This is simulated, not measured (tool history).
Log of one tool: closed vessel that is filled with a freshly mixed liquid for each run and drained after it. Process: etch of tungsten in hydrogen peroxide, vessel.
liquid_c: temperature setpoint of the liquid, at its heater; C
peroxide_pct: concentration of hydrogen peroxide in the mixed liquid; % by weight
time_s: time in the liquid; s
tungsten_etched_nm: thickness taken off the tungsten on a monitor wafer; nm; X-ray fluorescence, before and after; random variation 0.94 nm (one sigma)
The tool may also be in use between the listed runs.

run,hour,liquid_c,peroxide_pct,time_s,tungsten_etched_nm
1,0,48,17.5,90,108.77
2,6.1,48,14,90,96.992
3,12.4,48.5,14,90,100.74
4,21.5,48.5,12,90,93.319
5,26.5,49.5,12,90,99.749
6,29.6,49.5,12,90,98.055
7,37.5,50.5,12,90,104.44

The next listed run, before its measurement:
8,46.7,51,12,90,?

Run 8 gave tungsten_etched_nm 109.68 nm.
